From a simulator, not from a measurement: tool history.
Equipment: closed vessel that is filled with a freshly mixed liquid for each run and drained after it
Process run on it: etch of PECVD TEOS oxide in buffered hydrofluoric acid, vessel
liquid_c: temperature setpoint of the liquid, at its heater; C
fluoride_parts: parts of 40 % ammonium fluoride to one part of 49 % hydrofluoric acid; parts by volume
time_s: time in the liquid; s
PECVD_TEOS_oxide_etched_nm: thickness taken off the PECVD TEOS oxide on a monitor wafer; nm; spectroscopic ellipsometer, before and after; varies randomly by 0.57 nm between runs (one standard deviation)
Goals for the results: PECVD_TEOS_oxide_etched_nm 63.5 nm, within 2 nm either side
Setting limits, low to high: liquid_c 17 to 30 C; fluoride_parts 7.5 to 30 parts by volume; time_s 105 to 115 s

Run 1, day 0: liquid_c 22 C, fluoride_parts 22 parts by volume, time_s 105 s. Result: PECVD_TEOS_oxide_etched_nm 87.229 nm.
Run 2, day 0.104: liquid_c 24.5 C, fluoride_parts 22 parts by volume, time_s 105 s. Result: PECVD_TEOS_oxide_etched_nm 99.489 nm.
Run 3, day 0.296: liquid_c 24.5 C, fluoride_parts 16.5 parts by volume, time_s 105 s. Result: PECVD_TEOS_oxide_etched_nm 129.18 nm.
Run 4, day 0.392: liquid_c 22 C, fluoride_parts 18.5 parts by volume, time_s 105 s. Result: PECVD_TEOS_oxide_etched_nm 99.77 nm.
Run 5, day 0.45: liquid_c 20.5 C, fluoride_parts 19.5 parts by volume, time_s 105 s. Result: PECVD_TEOS_oxide_etched_nm 87.719 nm.
Run 6, day 0.492: liquid_c 19.5 C, fluoride_parts 20.5 parts by volume, time_s 105 s. Result: PECVD_TEOS_oxide_etched_nm 77.369 nm.
Run 7, day 0.812: liquid_c 18.5 C, fluoride_parts 21 parts by volume, time_s 105 s. Result: PECVD_TEOS_oxide_etched_nm 73.545 nm.
Run 8, day 0.946: liquid_c 18.5 C, fluoride_parts 21 parts by volume, time_s 105 s. Result: PECVD_TEOS_oxide_etched_nm 74.411 nm.
Run 9, day 1.179: liquid_c 18 C, fluoride_parts 21.5 parts by volume, time_s 105 s. Result: PECVD_TEOS_oxide_etched_nm 70.213 nm.
Run 10, day 1.212: liquid_c 17.5 C, fluoride_parts 22 parts by volume, time_s 105 s. Result: PECVD_TEOS_oxide_etched_nm 66.989 nm.

Next run, 4 choices. One meets every target within its allowed miss, the rest don't. Which?
Run A, day 1.246: liquid_c 17.5 C, fluoride_parts 21 parts by volume, time_s 110 s. Result: PECVD_TEOS_oxide_etched_nm ?.
Run B, day 1.246: liquid_c 18.5 C, fluoride_parts 23 parts by volume, time_s 105 s. Result: PECVD_TEOS_oxide_etched_nm ?.
Run C, day 1.246: liquid_c 18 C, fluoride_parts 24 parts by volume, time_s 110 s. Result: PECVD_TEOS_oxide_etched_nm ?.
Run D, day 1.246: liquid_c 18 C, fluoride_parts 24.5 parts by volume, time_s 105 s. Result: PECVD_TEOS_oxide_etched_nm ?.

move  PECVD_TEOS_oxide_etched_nm
   A                      71.487
   B                      67.833
   C                      67.068
   D                      63.112
A: moves away from the targets compared with the last run
B: moves away from the targets compared with the last run
C: no better and no worse than the last run
D: every result lands within tolerance
The move that meets every target is D.
